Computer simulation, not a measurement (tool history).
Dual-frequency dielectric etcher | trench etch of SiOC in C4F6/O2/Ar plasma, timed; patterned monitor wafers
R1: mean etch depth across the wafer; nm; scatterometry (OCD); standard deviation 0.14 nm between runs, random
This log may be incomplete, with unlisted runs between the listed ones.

run 1 hour=0 | source_power_(W)=250 bias_power_(W)=238 etch_time_(s)=14.5 | R1=27.939
run 2 hour=1.4 | source_power_(W)=260 bias_power_(W)=243 etch_time_(s)=14.5 | R1=28.505
run 3 hour=8.1 | source_power_(W)=270 bias_power_(W)=248 etch_time_(s)=14.5 | R1=29.351
run 4 hour=13.4 | source_power_(W)=280 bias_power_(W)=251 etch_time_(s)=14.5 | R1=29.734
run 5 hour=18.4 | source_power_(W)=280 bias_power_(W)=219 etch_time_(s)=14.5 | R1=28.521
run 6 hour=26.3 | source_power_(W)=290 bias_power_(W)=224 etch_time_(s)=14.5 | R1=29.178

Estimate the outcome of run 7 from the log above:
run 7 hour=29.1 | source_power_(W)=300 bias_power_(W)=227 etch_time_(s)=14.5 | R1=?

R1: 29.696 nm
